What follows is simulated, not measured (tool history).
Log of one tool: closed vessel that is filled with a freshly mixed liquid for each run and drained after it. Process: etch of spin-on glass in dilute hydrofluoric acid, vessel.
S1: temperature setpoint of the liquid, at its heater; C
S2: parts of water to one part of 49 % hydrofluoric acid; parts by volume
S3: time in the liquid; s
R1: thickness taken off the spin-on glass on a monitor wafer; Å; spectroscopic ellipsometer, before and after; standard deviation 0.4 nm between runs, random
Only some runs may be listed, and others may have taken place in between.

run 1 hour=0.0 | S1=24.0 S2=155 S3=105 | R1=244.15
run 2 hour=7.3 | S1=26.5 S2=125 S3=105 | R1=343.75
run 3 hour=12.0 | S1=29.0 S2=125 S3=105 | R1=375.20
run 4 hour=18.7 | S1=29.0 S2=150 S3=105 | R1=304.94
run 5 hour=27.3 | S1=30.0 S2=120 S3=105 | R1=408.86
run 6 hour=32.7 | S1=30.5 S2=100 S3=105 | R1=516.02

Run 7, settings as shown, results not yet in. Your forecast:
run 7 hour=40.1 | S1=31.0 S2=90 S3=105 | R1=?

R1: 593.38 Å

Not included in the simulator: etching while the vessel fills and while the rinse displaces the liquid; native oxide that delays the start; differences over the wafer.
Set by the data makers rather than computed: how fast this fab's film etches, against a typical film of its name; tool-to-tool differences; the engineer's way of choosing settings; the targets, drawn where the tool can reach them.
